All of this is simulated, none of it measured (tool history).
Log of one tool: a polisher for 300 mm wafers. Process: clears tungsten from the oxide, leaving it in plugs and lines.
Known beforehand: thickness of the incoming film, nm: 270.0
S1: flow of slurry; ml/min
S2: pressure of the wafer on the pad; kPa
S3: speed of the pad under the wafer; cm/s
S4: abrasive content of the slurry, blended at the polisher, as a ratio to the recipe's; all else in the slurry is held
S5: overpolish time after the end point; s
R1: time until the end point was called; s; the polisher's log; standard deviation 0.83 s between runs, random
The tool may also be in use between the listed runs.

{"run": 1, "hour": 0.0, "S1": 240, "S2": 25.5, "S3": 116, "S4": 1, "S5": 23, "R1": 44.711}
{"run": 2, "hour": 2.7, "S1": 240, "S2": 24.1, "S3": 116, "S4": 1, "S5": 23, "R1": 47.061}
{"run": 3, "hour": 6.0, "S1": 185, "S2": 24.1, "S3": 116, "S4": 1, "S5": 23, "R1": 47.79}
{"run": 4, "hour": 9.7, "S1": 185, "S2": 29.6, "S3": 116, "S4": 1, "S5": 23, "R1": 39.954}
{"run": 5, "hour": 11.9, "S1": 185, "S2": 26.9, "S3": 114, "S4": 1, "S5": 23, "R1": 43.497}
{"run": 6, "hour": 20.1, "S1": 185, "S2": 24.8, "S3": 112, "S4": 1, "S5": 23, "R1": 46.961}

Run 7, settings as shown, results not yet in. Your forecast:
{"run": 7, "hour": 24.9, "S1": 185, "S2": 23.4, "S3": 110, "S4": 1, "S5": 23, "R1": "?"}

R1: 51.644 s
